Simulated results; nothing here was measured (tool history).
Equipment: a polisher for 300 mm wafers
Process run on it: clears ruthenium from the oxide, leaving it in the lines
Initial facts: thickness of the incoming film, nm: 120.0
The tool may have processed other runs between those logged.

run    day  flow of slurry (ml/min)  pressure of the wafer on the pad (psi)  speed of the pad under the wafer (m/s)  overpolish time after the end point (s)  time until the end point was called (s)
  1  0.000                      245                                     2.4                                    0.92                                       17                                   87.777
  2  0.338                      245                                     2.5                                    0.92                                       17                                   83.476
  3  0.467                      245                                     2.6                                    0.92                                       17                                   82.754
  4  0.571                      245                                     2.6                                    0.92                                       17                                   79.652
  5  0.854                      245                                     2.6                                    0.92                                       19                                   82.924
  6  0.908                      245                                     2.6                                    0.92                                       17                                   81.943

What will run 7 give?
  7  1.254                      245                                     2.7                                    0.92                                       17                                        ?

time until the end point was called (s): 78.249

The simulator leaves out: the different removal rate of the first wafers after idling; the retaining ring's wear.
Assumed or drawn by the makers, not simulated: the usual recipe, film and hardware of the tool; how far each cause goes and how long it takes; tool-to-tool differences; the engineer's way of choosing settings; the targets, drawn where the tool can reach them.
